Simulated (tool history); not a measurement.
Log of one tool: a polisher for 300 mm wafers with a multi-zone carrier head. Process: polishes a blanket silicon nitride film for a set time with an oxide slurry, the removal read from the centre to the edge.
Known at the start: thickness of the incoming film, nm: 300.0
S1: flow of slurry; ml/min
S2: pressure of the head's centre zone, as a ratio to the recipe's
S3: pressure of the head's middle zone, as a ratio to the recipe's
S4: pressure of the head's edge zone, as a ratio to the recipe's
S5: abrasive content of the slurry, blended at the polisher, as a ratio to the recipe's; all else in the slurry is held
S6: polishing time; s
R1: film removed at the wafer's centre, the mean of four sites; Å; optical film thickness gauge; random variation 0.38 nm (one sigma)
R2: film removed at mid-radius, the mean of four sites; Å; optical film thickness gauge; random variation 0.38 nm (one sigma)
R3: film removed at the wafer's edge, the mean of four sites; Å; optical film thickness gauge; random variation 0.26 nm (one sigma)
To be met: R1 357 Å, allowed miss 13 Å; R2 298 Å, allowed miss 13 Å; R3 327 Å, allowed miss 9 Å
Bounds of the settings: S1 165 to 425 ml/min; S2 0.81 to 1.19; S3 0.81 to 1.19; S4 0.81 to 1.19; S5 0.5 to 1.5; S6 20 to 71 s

run,hour,S1,S2,S3,S4,S5,S6,R1,R2,R3
1,0,275,1,1,1,1,45,431.19,427.2,433.62
2,1.3,275,1.01,0.97,0.98,0.9,45,415.83,396.69,408.96
3,8.7,270,1.01,0.95,0.96,0.85,45,393.61,372.56,393.15
4,10.1,270,1.01,0.95,0.96,1.05,45,455.31,409.78,437.98
5,18.5,270,1.02,0.94,0.94,1,45,440.47,401.62,423.08
6,27.2,270,1.03,0.92,0.93,0.95,45,430.96,381.61,408.59
7,35.7,270,1.04,0.91,0.92,0.9,45,414.84,365.34,402
8,42.2,270,1.04,0.91,0.92,0.9,45,419.05,364.15,393.72
9,43.5,270,1.04,0.9,0.91,0.85,45,407.99,353.79,386.43
10,45.7,270,1.04,0.89,0.9,0.8,45,395.89,347.93,372.51
11,51.6,265,1.04,0.88,0.89,0.75,45,372.27,329.98,356.46

Which of these 4 next moves meets every target?
A,57.5,330,1.19,1.02,0.88,0.7,45,?,?,?
B,57.5,265,1.06,0.87,0.87,0.6,49,?,?,?
C,57.5,245,0.97,0.97,0.97,0.65,54,?,?,?
D,57.5,315,1.08,1.13,0.83,0.6,47,?,?,?

move,R1,R2,R3
A,420.12,358.33,344.01
B,365.27,300.52,330.69
C,392.93,379.76,395.89
D,363.81,366.2,316.01
A: further off than the last run
B: meets every target
C: further off than the last run
D: takes the result that was furthest off past its target
Answer: B
